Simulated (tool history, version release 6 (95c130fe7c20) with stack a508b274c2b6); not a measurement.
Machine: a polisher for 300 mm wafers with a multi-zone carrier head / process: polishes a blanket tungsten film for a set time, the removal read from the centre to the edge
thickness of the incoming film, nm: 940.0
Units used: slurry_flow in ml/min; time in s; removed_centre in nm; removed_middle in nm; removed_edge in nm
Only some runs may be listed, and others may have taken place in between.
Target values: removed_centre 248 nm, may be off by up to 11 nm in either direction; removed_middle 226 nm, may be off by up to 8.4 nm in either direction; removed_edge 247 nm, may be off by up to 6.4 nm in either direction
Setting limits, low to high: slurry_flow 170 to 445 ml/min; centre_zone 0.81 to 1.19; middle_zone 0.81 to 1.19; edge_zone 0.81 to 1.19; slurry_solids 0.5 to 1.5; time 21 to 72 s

run	hour	slurry_flow	centre_zone	middle_zone	edge_zone	slurry_solids	time	removed_centre	removed_middle	removed_edge
1	0	285	1	1	1	1	46	327.44	319.73	331.7
2	3.7	280	0.99	0.98	0.98	0.9	45	307.02	306.22	316.38
3	12.2	280	0.99	0.98	0.9	0.9	45	304.71	303.62	305.53
4	17.9	280	0.99	0.98	0.9	0.9	55	376.61	370.42	377.02
5	23.2	280	0.99	0.98	0.94	0.9	55	374.91	373.49	377.48
6	29.3	280	0.99	0.98	0.94	0.8	55	366.12	362.38	366.87
7	33.7	275	0.99	0.96	0.93	0.75	52	338.86	329.86	339.87
8	36.9	270	0.99	0.94	0.92	0.7	50	321.45	308.48	316.28
9	39.2	265	0.98	0.92	0.92	0.65	49	309.77	294.27	309.58
10	39.7	260	0.98	0.91	0.91	0.6	48	291.58	278.91	294.87
11	44.4	255	0.98	0.9	0.9	0.6	47	289.4	269.58	287.19
12	49.2	250	0.98	0.89	0.89	0.6	46	276.88	258.08	280.49
13	55.1	250	0.99	0.87	0.83	0.5	42	243.99	222.26	236.03
14	62.7	250	0.99	0.87	0.83	0.5	42	255.4	222.82	235.53
15	69.8	260	0.94	0.87	0.91	0.55	42	249.57	228.86	253.45

5 candidate next runs follow, results not yet known. Just one meets every target within its allowed miss. Identify it.
A	76.9	335	0.92	0.83	0.82	0.5	43	?	?	?
B	76.9	285	1.05	0.9	0.83	0.5	40	?	?	?
C	76.9	320	0.98	0.85	0.97	0.5	42	?	?	?
D	76.9	310	0.94	0.91	0.84	0.6	41	?	?	?
E	76.9	270	0.92	0.94	0.84	0.5	43	?	?	?

move	removed_centre	removed_middle	removed_edge
A	244.73	224.22	249.13
B	248.95	219.17	229.81
C	250.35	222.24	261.79
D	244.72	237.78	247.7
E	238.78	242.89	247.04
A: each result inside its tolerance
B: pushes the last run's worst result past its target
C: the biggest miss grows against the last run
D: gets the furthest-off result to its target, but another result is out of tolerance
E: gets the furthest-off result to its target, but another result is out of tolerance
So the answer is move A, the one that meets all the targets.
